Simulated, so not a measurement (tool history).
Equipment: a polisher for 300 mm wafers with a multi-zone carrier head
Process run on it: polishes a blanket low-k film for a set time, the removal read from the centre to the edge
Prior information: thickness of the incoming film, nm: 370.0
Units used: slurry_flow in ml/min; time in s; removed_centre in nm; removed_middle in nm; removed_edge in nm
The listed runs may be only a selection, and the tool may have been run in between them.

run,hour,slurry_flow,centre_zone,middle_zone,edge_zone,slurry_solids,time,removed_centre,removed_middle,removed_edge
1,0.0,230,1.00,1.00,1.00,1.00,52,15.029,14.903,15.195
2,6.5,230,0.98,1.03,1.03,1.10,52,15.444,16.206,16.067
3,13.1,230,0.89,1.03,1.03,1.10,52,13.885,16.498,15.863
4,15.2,230,0.89,1.04,1.05,1.20,53,14.882,17.089,17.275
5,18.9,250,0.89,1.04,1.05,1.20,53,14.902,17.490,17.575
6,23.6,215,0.89,1.04,1.05,1.20,53,14.882,16.939,17.126
7,25.7,230,0.90,1.07,1.07,1.25,53,15.359,17.374,17.556
8,33.4,245,0.89,1.08,1.06,1.30,54,15.800,18.924,18.102

The next listed run, before its measurement:
9,41.3,255,0.89,1.09,1.07,1.35,54,?,?,?

Run 9 gave removed_centre 16.055 nm, removed_middle 19.617 nm, removed_edge 18.666 nm.

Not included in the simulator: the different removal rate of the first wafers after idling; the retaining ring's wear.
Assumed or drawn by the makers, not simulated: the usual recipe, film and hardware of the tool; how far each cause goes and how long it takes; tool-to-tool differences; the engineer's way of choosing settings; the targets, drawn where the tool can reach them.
